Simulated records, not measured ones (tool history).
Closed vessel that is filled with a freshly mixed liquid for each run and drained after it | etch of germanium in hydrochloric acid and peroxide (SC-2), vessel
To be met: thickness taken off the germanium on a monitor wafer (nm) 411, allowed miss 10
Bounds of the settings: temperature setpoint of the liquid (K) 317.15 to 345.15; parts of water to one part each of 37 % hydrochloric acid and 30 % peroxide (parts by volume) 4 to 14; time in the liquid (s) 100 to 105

| run | hour | temperature setpoint of the liquid (K) | parts of water to one part each of 37 % hydrochloric acid and 30 % peroxide (parts by volume) | time in the liquid (s) | thickness taken off the germanium on a monitor wafer (nm) |
|---|---|---|---|---|---|
| 1 | 0 | 333.15 | 7.5 | 100 | 549.44 |
| 2 | 1.2 | 333.15 | 7.5 | 105 | 579.07 |
| 3 | 8.4 | 331.65 | 7.5 | 105 | 556.84 |
| 4 | 16.6 | 331.65 | 8.5 | 105 | 548.98 |
| 5 | 22.2 | 331.65 | 6.5 | 105 | 562.71 |
| 6 | 30.9 | 337.15 | 6.5 | 105 | 656.13 |
| 7 | 32.6 | 329.15 | 7.5 | 105 | 512.26 |
| 8 | 41.8 | 328.15 | 7.5 | 105 | 488.22 |
| 9 | 47.2 | 328.15 | 7.5 | 105 | 488.83 |
| 10 | 48.3 | 327.65 | 7.5 | 105 | 483.21 |
| 11 | 54.5 | 327.15 | 7.5 | 105 | 474.3 |
| 12 | 61.8 | 326.65 | 7.5 | 105 | 475.27 |
| 13 | 66 | 326.15 | 7.5 | 105 | 470.71 |
| 14 | 71.2 | 325.65 | 7.5 | 105 | 458.69 |
| 15 | 80.2 | 325.15 | 7.5 | 105 | 455.76 |
| 16 | 85.4 | 324.65 | 7.5 | 105 | 450.62 |
| 17 | 94 | 324.15 | 7.5 | 105 | 435.69 |
| 18 | 97.3 | 323.65 | 7.5 | 105 | 434.94 |
| 19 | 101.8 | 323.15 | 7.5 | 105 | 428.68 |

4 next moves are on the table. One of them brings every result within its allowed miss. Which?
| A | 106.3 | 326.15 | 8.5 | 100 | ? |
| B | 106.3 | 321.15 | 4 | 100 | ? |
| C | 106.3 | 323.15 | 7 | 100 | ? |
| D | 106.3 | 326.65 | 13 | 100 | ? |

| move | thickness taken off the germanium on a monitor wafer (nm) |
|---|---|
| A | 442.13 |
| B | 388.14 |
| C | 407.5 |
| D | 429.19 |
A: further off than the last run
B: takes the result that was furthest off past its target
C: meets every target
D: as far off as the last run
The right move is C.

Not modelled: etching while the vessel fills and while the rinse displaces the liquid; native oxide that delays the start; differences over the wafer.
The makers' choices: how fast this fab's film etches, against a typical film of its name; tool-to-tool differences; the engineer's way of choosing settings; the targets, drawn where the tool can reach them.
